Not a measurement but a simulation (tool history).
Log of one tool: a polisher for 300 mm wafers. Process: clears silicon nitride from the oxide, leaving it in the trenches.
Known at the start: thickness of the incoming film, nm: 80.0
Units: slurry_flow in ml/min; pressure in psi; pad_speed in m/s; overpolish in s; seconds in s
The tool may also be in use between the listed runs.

run	day	slurry_flow	pressure	pad_speed	overpolish	seconds
1	0.000	225	3.0	1.18	32	70.857
2	0.054	185	3.0	1.18	32	70.684
3	0.254	185	3.6	1.18	32	62.965
4	0.329	185	2.9	1.10	32	77.397
5	0.508	185	2.4	1.04	32	90.301
6	0.675	185	2.8	1.04	32	83.491

Forecast run 7:
7	0.729	185	2.0	0.96	32	?

Run 7 gave seconds 109.830 s.

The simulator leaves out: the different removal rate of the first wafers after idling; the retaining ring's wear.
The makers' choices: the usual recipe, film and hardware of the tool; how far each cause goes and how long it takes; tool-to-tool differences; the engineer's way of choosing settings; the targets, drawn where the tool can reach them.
